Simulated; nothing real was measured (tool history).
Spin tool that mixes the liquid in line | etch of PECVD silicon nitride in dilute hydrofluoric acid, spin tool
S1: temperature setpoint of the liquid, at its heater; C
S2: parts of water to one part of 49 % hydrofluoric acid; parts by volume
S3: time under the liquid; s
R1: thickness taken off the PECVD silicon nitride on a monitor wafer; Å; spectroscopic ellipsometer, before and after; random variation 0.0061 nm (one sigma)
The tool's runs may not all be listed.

run	day	S1	S2	S3	R1
1	0	21	175	55	8.6709
2	0.271	23.5	175	55	10.391
3	0.642	22	175	55	9.3535
4	0.929	22	120	55	13.297
5	1.238	22	120	55	13.25
6	1.292	22	60	55	26.012
7	1.488	21	85	55	17.019
8	1.596	20	100	55	13.853

Run 9 comes next. What will it give?
# day 1.729: thermometer replaced
9	1.729	17	170	55	?

{"run 9": {"R1": 7.4839}}
